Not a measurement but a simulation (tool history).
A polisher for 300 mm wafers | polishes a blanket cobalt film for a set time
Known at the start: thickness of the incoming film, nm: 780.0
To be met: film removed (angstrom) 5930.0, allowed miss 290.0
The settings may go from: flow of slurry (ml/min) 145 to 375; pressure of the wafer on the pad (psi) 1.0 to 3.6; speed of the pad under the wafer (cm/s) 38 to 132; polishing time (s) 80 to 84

run	day	flow of slurry (ml/min)	pressure of the wafer on the pad (psi)	speed of the pad under the wafer (cm/s)	polishing time (s)	film removed (angstrom)
1	0.000	240	2.3	84	80	3976.8
2	0.062	240	2.6	84	80	4528.2
3	0.112	285	2.6	84	80	4555.3
4	0.350	285	2.6	84	80	4613.3
5	0.608	285	2.8	84	80	4838.7
6	0.738	285	2.4	84	80	4272.6
7	0.783	285	3.0	88	80	5396.6
8	0.825	285	3.1	88	80	5553.1

4 next moves are on the table. One of them brings every result within its allowed miss. Which?
A	0.867	285	3.0	98	80	?
B	0.867	275	3.5	94	81	?
C	0.867	285	2.6	86	84	?
D	0.867	270	3.0	86	80	?

move	film removed (angstrom)
A	6055.4
B	6737.8
C	4934.6
D	5304.7
A: meets every target
B: takes the result that was furthest off past its target
C: further off than the last run
D: further off than the last run
Move A is the one to make.
